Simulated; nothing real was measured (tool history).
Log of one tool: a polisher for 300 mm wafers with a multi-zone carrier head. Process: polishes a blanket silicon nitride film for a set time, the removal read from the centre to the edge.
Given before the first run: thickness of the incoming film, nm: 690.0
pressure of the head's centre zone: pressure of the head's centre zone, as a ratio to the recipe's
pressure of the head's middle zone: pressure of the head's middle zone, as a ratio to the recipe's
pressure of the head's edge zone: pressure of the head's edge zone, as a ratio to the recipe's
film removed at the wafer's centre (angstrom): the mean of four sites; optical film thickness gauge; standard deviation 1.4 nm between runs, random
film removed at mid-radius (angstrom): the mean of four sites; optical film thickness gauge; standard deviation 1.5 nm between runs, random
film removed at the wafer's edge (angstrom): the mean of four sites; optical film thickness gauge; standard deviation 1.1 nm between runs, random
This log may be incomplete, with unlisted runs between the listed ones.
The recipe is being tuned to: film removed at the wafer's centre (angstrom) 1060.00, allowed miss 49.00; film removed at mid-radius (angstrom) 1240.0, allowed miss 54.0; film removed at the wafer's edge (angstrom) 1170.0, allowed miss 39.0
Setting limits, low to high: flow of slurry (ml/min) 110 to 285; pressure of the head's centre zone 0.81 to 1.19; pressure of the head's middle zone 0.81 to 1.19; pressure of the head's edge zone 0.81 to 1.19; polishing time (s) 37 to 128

run,hour,flow of slurry (ml/min),pressure of the head's centre zone,pressure of the head's middle zone,pressure of the head's edge zone,polishing time (s),film removed at the wafer's centre (angstrom),film removed at mid-radius (angstrom),film removed at the wafer's edge (angstrom)
1,0.0,180,1.00,1.00,1.00,82,1857.70,1912.7,1883.2
2,2.7,175,0.97,1.00,0.97,74,1590.80,1743.4,1638.2
3,7.9,175,0.97,0.95,0.97,74,1615.70,1688.5,1664.9
4,11.6,175,0.97,0.95,0.97,83,1791.00,1875.3,1858.4
5,17.8,165,0.95,0.93,0.95,76,1604.20,1660.0,1690.1
6,25.4,165,0.95,0.93,0.95,90,1847.20,1939.9,2012.2
7,32.9,160,0.93,0.93,0.93,80,1621.40,1761.5,1727.5
8,34.6,155,0.91,0.91,0.91,74,1496.80,1558.6,1590.6
9,35.2,155,0.91,0.91,0.91,74,1489.50,1539.0,1573.7
10,40.6,140,0.82,0.97,0.82,51,896.39,1126.0,1036.2
11,46.0,155,0.83,0.97,0.84,51,941.75,1142.5,1054.5
12,53.6,200,0.83,0.99,0.94,54,1016.60,1263.8,1220.5
13,58.5,200,0.84,0.99,0.93,54,1057.70,1281.7,1222.1
14,65.7,200,0.84,0.99,0.93,54,1033.20,1276.4,1228.8

Which one of the following 5 next-run settings gets every result inside its allowed miss? There is exactly one.
A,72.9,170,0.81,1.07,1.01,55,?,?,?
B,72.9,180,0.81,0.92,1.00,51,?,?,?
C,72.9,200,0.82,0.99,0.99,55,?,?,?
D,72.9,195,0.90,1.01,0.95,51,?,?,?
E,72.9,170,0.81,0.98,1.00,58,?,?,?

move,film removed at the wafer's centre (angstrom),film removed at mid-radius (angstrom),film removed at the wafer's edge (angstrom)
A,977.82,1364.5,1266.3
B,916.34,1125.6,1179.8
C,1020.70,1313.4,1281.3
D,1035.20,1233.3,1161.3
E,1030.50,1335.7,1330.5
A: lands further from the targets than the last run did
B: the worst result of the last run now meets its target, but another is out of spec
C: lands further from the targets than the last run did
D: hits every target within its allowed miss
E: lands further from the targets than the last run did
D meets every target.
